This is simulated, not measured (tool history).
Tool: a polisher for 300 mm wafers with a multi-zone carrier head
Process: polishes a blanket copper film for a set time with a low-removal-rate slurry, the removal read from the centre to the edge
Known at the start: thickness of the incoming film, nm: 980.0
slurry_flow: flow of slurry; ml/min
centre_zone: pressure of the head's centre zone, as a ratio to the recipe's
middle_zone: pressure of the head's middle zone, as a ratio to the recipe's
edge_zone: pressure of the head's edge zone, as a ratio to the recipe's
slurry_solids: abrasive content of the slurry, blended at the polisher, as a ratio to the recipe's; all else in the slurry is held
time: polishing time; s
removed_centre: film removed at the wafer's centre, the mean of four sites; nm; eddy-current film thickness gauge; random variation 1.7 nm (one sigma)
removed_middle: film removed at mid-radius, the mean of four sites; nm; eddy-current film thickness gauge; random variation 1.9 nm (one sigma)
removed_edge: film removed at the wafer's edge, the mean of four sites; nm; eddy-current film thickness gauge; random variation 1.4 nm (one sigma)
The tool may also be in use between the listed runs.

{"run": 1, "hour": 0.0, "slurry_flow": 265, "centre_zone": 1.0, "middle_zone": 1.0, "edge_zone": 1.0, "slurry_solids": 1.0, "time": 34, "removed_centre": 104.59, "removed_middle": 105.37, "removed_edge": 108.24}
{"run": 2, "hour": 3.9, "slurry_flow": 270, "centre_zone": 1.03, "middle_zone": 0.99, "edge_zone": 1.02, "slurry_solids": 1.1, "time": 35, "removed_centre": 115.81, "removed_middle": 107.18, "removed_edge": 113.66}
{"run": 3, "hour": 5.6, "slurry_flow": 270, "centre_zone": 1.03, "middle_zone": 0.99, "edge_zone": 1.04, "slurry_solids": 1.15, "time": 36, "removed_centre": 120.89, "removed_middle": 118.86, "removed_edge": 119.61}
{"run": 4, "hour": 14.0, "slurry_flow": 270, "centre_zone": 1.04, "middle_zone": 0.96, "edge_zone": 1.06, "slurry_solids": 1.15, "time": 37, "removed_centre": 125.55, "removed_middle": 117.01, "removed_edge": 123.51}
{"run": 5, "hour": 20.0, "slurry_flow": 270, "centre_zone": 1.05, "middle_zone": 0.94, "edge_zone": 1.07, "slurry_solids": 1.2, "time": 38, "removed_centre": 131.95, "removed_middle": 114.98, "removed_edge": 128.93}
{"run": 6, "hour": 26.7, "slurry_flow": 270, "centre_zone": 1.06, "middle_zone": 0.94, "edge_zone": 1.08, "slurry_solids": 1.25, "time": 38, "removed_centre": 136.69, "removed_middle": 119.16, "removed_edge": 130.71}
{"run": 7, "hour": 32.1, "slurry_flow": 270, "centre_zone": 1.06, "middle_zone": 0.93, "edge_zone": 1.09, "slurry_solids": 1.3, "time": 38, "removed_centre": 136.68, "removed_middle": 119.41, "removed_edge": 131.95}
{"run": 8, "hour": 37.6, "slurry_flow": 275, "centre_zone": 1.07, "middle_zone": 0.92, "edge_zone": 1.1, "slurry_solids": 1.35, "time": 38, "removed_centre": 137.27, "removed_middle": 115.42, "removed_edge": 135.33}
{"run": 9, "hour": 39.3, "slurry_flow": 280, "centre_zone": 1.08, "middle_zone": 0.93, "edge_zone": 1.11, "slurry_solids": 1.35, "time": 38, "removed_centre": 140.65, "removed_middle": 119.43, "removed_edge": 134.95}
{"run": 10, "hour": 45.6, "slurry_flow": 280, "centre_zone": 1.09, "middle_zone": 0.93, "edge_zone": 1.12, "slurry_solids": 1.35, "time": 38, "removed_centre": 137.21, "removed_middle": 119.69, "removed_edge": 135.05}

Forecast run 11:
{"run": 11, "hour": 48.3, "slurry_flow": 280, "centre_zone": 1.1, "middle_zone": 0.93, "edge_zone": 1.12, "slurry_solids": 1.35, "time": 39, "removed_centre": "?", "removed_middle": "?", "removed_edge": "?"}

removed_centre: 145.13 nm
removed_middle: 122.53 nm
removed_edge: 140.08 nm
